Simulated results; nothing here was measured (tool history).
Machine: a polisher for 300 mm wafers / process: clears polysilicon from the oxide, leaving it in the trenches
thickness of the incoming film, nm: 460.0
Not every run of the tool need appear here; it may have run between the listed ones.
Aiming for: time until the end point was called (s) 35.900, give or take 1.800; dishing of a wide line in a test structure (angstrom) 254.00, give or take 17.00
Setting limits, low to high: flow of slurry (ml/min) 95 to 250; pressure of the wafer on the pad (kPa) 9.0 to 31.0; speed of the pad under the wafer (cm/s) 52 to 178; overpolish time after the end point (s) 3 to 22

run  hour  flow of slurry (ml/min)  pressure of the wafer on the pad (kPa)  speed of the pad under the wafer (cm/s)  overpolish time after the end point (s)  time until the end point was called (s)  dishing of a wide line in a test structure (angstrom)
  1   0.0                      160                                    20.0                                      114                                       11                                   33.318                                                 552.46
  2   2.5                      160                                    20.0                                      142                                       11                                   25.509                                                 576.53
  3   9.4                      160                                    17.2                                      142                                       11                                   30.689                                                 565.71
  4  14.2                      145                                    18.6                                      126                                        9                                   32.403                                                 515.04
  5  22.7                      145                                    18.6                                      126                                       13                                   31.969                                                 564.10
  6  29.2                      135                                    19.3                                      120                                       11                                   33.712                                                 515.89
  7  30.1                      125                                    21.4                                      106                                        9                                   35.302                                                 497.84
  8  33.1                      120                                    18.6                                      120                                        8                                   36.208                                                 458.42
  9  41.6                      115                                    16.5                                      132                                        7                                   37.733                                                 415.03
 10  44.4                      110                                    15.2                                      142                                        6                                   38.768                                                 380.96
 11  52.6                      105                                    14.5                                      150                                        5                                   38.219                                                 326.45
 12  56.8                      105                                    13.8                                      156                                        5                                   38.581                                                 351.99

Below are 5 possible settings for the next run. Only one of them brings all results inside the allowed miss of their targets. Which is it?
  A  61.0                      160                                    13.1                                      140                                       17                                        ?                                                      ?
  B  61.0                      120                                    15.2                                      150                                        7                                        ?                                                      ?
  C  61.0                      135                                    13.8                                      134                                       15                                        ?                                                      ?
  D  61.0                       95                                    15.2                                      162                                        3                                        ?                                                      ?
  E  61.0                      100                                    12.4                                      176                                        3                                        ?                                                      ?

move  time until the end point was called (s)  dishing of a wide line in a test structure (angstrom)
   A                                   39.868                                                 586.56
   B                                   35.453                                                 449.69
   C                                   41.646                                                 564.81
   D                                   36.252                                                 257.51
   E                                   39.554                                                 240.82
A: further off than the last run
B: further off than the last run
C: further off than the last run
D: in spec on every target
E: puts the biggest miss on target and leaves a different result outside tolerance
So the answer is move D, the one that meets all the targets.
